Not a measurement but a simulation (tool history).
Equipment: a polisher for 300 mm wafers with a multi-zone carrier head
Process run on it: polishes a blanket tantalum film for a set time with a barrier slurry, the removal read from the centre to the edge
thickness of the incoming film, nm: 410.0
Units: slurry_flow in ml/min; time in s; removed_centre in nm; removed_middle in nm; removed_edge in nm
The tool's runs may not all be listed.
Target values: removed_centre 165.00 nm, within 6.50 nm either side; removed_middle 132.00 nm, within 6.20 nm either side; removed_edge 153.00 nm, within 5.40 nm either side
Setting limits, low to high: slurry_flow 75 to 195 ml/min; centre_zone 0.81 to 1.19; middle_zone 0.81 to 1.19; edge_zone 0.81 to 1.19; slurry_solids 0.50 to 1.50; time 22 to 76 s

run,hour,slurry_flow,centre_zone,middle_zone,edge_zone,slurry_solids,time,removed_centre,removed_middle,removed_edge
1,0.0,125,1.00,1.00,1.00,1.00,49,112.68,111.76,112.12
2,5.6,130,1.01,0.99,1.02,1.05,49,115.80,110.58,116.27
3,8.2,130,1.01,0.99,0.96,1.05,49,119.50,109.18,113.21
4,15.3,130,1.05,0.99,0.96,1.05,49,120.58,110.51,113.45
5,17.3,130,0.98,0.99,0.96,1.05,49,113.55,110.60,115.16
6,20.2,135,0.99,0.99,0.96,1.10,49,115.23,114.28,117.51
7,26.8,140,1.01,0.98,0.96,1.15,50,124.41,119.34,120.30
8,31.6,155,1.07,0.88,1.06,1.40,55,150.94,123.30,148.58
9,34.8,160,1.07,0.88,1.06,1.40,55,159.04,127.37,151.80
10,40.8,165,1.07,0.89,1.05,1.40,55,157.75,128.05,152.65

Exactly one of the 5 candidate moves below puts every result within its allowed miss. Which one?
A,46.8,175,1.00,0.87,1.12,1.45,57,?,?,?
B,46.8,140,1.09,0.90,1.03,1.40,58,?,?,?
C,46.8,165,1.03,0.85,1.12,1.30,56,?,?,?
D,46.8,140,0.98,0.90,1.10,1.05,62,?,?,?
E,46.8,195,1.04,0.92,1.05,1.50,52,?,?,?

move,removed_centre,removed_middle,removed_edge
A,155.80,134.94,164.83
B,163.77,134.39,154.82
C,151.94,125.47,156.72
D,145.77,133.22,158.50
E,151.88,132.11,148.41
A: moves away from the targets compared with the last run
B: all results in spec
C: moves away from the targets compared with the last run
D: moves away from the targets compared with the last run
E: moves away from the targets compared with the last run
B meets every target.
